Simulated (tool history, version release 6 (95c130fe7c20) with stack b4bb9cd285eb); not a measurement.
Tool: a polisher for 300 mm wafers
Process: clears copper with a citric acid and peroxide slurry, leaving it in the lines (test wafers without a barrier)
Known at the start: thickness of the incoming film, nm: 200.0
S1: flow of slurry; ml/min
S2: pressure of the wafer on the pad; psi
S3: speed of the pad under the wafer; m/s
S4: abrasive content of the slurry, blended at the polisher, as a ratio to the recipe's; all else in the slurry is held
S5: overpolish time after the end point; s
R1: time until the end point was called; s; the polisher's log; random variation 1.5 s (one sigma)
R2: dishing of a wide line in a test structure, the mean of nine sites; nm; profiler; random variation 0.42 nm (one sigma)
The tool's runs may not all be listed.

Run 1, hour 0.0: S1 210 ml/min, S2 3.0 psi, S3 1.20 m/s, S4 1.00, S5 20 s. Result: R1 67.589 s, R2 38.481 nm.
Run 2, hour 2.6: S1 210 ml/min, S2 3.0 psi, S3 1.20 m/s, S4 1.15, S5 20 s. Result: R1 65.191 s, R2 41.115 nm.
Run 3, hour 10.0: S1 235 ml/min, S2 3.0 psi, S3 1.20 m/s, S4 1.15, S5 20 s. Result: R1 63.068 s, R2 42.165 nm.
Run 4, hour 18.8: S1 235 ml/min, S2 3.0 psi, S3 1.20 m/s, S4 1.15, S5 14 s. Result: R1 64.894 s, R2 29.965 nm.
Run 5, hour 22.1: S1 230 ml/min, S2 2.7 psi, S3 1.18 m/s, S4 1.15, S5 15 s. Result: R1 73.463 s, R2 29.075 nm.
At hour 25.1: slurry nozzle cleaned.
Run 6, hour 25.1: S1 200 ml/min, S2 2.7 psi, S3 1.18 m/s, S4 1.15, S5 15 s. Result: R1 72.543 s, R2 29.160 nm.

The next listed run, before its measurement:
Run 7, hour 33.3: S1 200 ml/min, S2 2.7 psi, S3 1.18 m/s, S4 1.15, S5 15 s. Result: R1 ?, R2 ?.

R1: 72.017 s
R2: 28.698 nm
